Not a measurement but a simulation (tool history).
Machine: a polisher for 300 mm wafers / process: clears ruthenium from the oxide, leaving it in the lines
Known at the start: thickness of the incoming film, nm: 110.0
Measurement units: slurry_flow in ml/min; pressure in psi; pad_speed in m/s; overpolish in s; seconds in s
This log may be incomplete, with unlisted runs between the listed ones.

{"run": 1, "day": 0.0, "slurry_flow": 240, "pressure": 1.5, "pad_speed": 1.12, "overpolish": 8, "seconds": 145.58}
{"run": 2, "day": 0.375, "slurry_flow": 240, "pressure": 1.7, "pad_speed": 1.12, "overpolish": 8, "seconds": 131.08}
{"run": 3, "day": 0.708, "slurry_flow": 240, "pressure": 2, "pad_speed": 1.12, "overpolish": 8, "seconds": 110.51}
{"run": 4, "day": 0.829, "slurry_flow": 200, "pressure": 2, "pad_speed": 1.12, "overpolish": 8, "seconds": 114.79}
{"run": 5, "day": 0.971, "slurry_flow": 200, "pressure": 2.3, "pad_speed": 1.12, "overpolish": 8, "seconds": 96.256}
{"run": 6, "day": 1.133, "slurry_flow": 200, "pressure": 2.3, "pad_speed": 1.12, "overpolish": 8, "seconds": 98.239}
{"run": 7, "day": 1.392, "slurry_flow": 195, "pressure": 1.9, "pad_speed": 0.98, "overpolish": 8, "seconds": 139.91}
{"run": 8, "day": 1.671, "slurry_flow": 195, "pressure": 1.7, "pad_speed": 0.96, "overpolish": 8, "seconds": 151.47}

Estimate the outcome of run 9 from the log above:
{"run": 9, "day": 1.817, "slurry_flow": 195, "pressure": 1.6, "pad_speed": 0.94, "overpolish": 8, "seconds": "?"}

Run 9 came out at seconds 166.51 s.

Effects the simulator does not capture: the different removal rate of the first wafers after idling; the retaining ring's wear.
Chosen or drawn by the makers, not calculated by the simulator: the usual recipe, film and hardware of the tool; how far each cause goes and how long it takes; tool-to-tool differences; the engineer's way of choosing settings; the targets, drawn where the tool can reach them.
